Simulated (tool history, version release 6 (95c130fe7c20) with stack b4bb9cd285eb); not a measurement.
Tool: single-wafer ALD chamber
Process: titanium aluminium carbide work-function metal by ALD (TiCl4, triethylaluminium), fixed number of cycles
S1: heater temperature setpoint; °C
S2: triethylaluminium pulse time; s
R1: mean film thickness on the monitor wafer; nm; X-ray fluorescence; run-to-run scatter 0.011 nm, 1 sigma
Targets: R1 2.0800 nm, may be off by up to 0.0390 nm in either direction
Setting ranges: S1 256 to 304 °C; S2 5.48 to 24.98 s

run 1 hour=0.0 | S1=280 S2=15.23 | R1=1.8796
run 2 hour=1.4 | S1=280 S2=11.77 | R1=1.8567
run 3 hour=9.9 | S1=287 S2=12.57 | R1=1.9168
run 4 hour=11.5 | S1=292 S2=13.51 | R1=1.9851
run 5 hour=16.6 | S1=292 S2=11.54 | R1=1.9804
run 6 hour=21.1 | S1=283 S2=11.54 | R1=1.8883
run 7 hour=21.8 | S1=289 S2=11.97 | R1=1.9530
run 8 hour=22.9 | S1=293 S2=12.17 | R1=2.0166
run 9 hour=27.0 | S1=294 S2=12.24 | R1=1.9787

Which one of the following 5 next-run settings gets every result inside its allowed miss? There is exactly one.
run A hour=31.1 | S1=301 S2=11.78 | R1=?
run B hour=31.1 | S1=289 S2=10.72 | R1=?
run C hour=31.1 | S1=299 S2=7.47 | R1=?
run D hour=31.1 | S1=299 S2=9.02 | R1=?
run E hour=31.1 | S1=290 S2=13.03 | R1=?

move=A R1=2.0880
move=B R1=1.9571
move=C R1=2.0022
move=D R1=2.0349
move=E R1=1.9844
A: in spec on every target
B: the biggest miss grows against the last run
C: nearer the targets than the last run, but a result is still out of spec
D: nearer the targets than the last run, but a result is still out of spec
E: nearer the targets than the last run, but a result is still out of spec
So the answer is move A, the one that meets all the targets.

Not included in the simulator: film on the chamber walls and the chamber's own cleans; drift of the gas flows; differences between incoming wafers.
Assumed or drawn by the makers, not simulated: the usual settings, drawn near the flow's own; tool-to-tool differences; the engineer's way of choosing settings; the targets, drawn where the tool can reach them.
